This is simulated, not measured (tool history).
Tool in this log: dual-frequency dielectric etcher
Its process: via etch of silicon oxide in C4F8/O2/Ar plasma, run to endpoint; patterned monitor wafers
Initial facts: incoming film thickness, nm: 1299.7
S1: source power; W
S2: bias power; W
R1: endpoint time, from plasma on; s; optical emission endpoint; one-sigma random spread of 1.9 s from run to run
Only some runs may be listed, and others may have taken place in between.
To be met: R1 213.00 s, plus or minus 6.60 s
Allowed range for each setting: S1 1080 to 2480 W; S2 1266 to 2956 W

run  hour    S1    S2      R1
  1   0.0  1780  2111  237.06
  2   6.3  1880  2165  236.45
  3   7.2  1730  2165  245.11
  4   8.2  1860  2203  236.08
  5  13.5  1640  2203  244.65
  6  22.2  1400  2203  257.93
  7  29.6  1600  2323  246.02
  8  34.0  1600  2323  243.22
  9  36.1  1730  2407  235.42

Exactly one of the 4 candidate moves below puts every result within its allowed miss. Which one?
  A  38.2  1970  2956   ?
  B  38.2  1870  2452   ?
  C  38.2  1790  2364   ?
  D  38.2  1700  2011   ?

move      R1
   A  212.00
   B  226.80
   C  232.27
   D  246.12
A: every result lands within tolerance
B: gains on the last run, yet a result remains outside its allowed miss
C: gains on the last run, yet a result remains outside its allowed miss
D: the biggest miss grows against the last run
Go with A: it meets all targets.

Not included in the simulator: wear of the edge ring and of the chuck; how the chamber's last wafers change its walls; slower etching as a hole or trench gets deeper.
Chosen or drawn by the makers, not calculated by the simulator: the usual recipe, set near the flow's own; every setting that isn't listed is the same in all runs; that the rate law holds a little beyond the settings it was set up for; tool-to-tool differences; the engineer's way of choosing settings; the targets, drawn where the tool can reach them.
